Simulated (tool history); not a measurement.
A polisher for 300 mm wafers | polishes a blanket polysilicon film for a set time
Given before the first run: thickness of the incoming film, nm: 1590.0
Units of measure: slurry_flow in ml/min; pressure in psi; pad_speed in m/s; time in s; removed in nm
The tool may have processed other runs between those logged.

run    day  slurry_flow  pressure  pad_speed  time  removed
  1      0          305       2.6       1.18    86   878.25
  2  0.108          305       2.6       1.46    86   1077.8
  3  0.288          305       2.3       1.46    86   972.12
  4    0.5          305       2.3       1.46    90   1034.5
  5  0.725          305       2.1       1.44    90   960.58
  6  0.817          305       1.9       1.42    90   900.55
  7  0.938          305       1.7        1.4    90   819.15

What will run 8 give?
  8  1.129          305       1.6        1.4    90        ?

Logged for run 8: removed 752.92 nm.
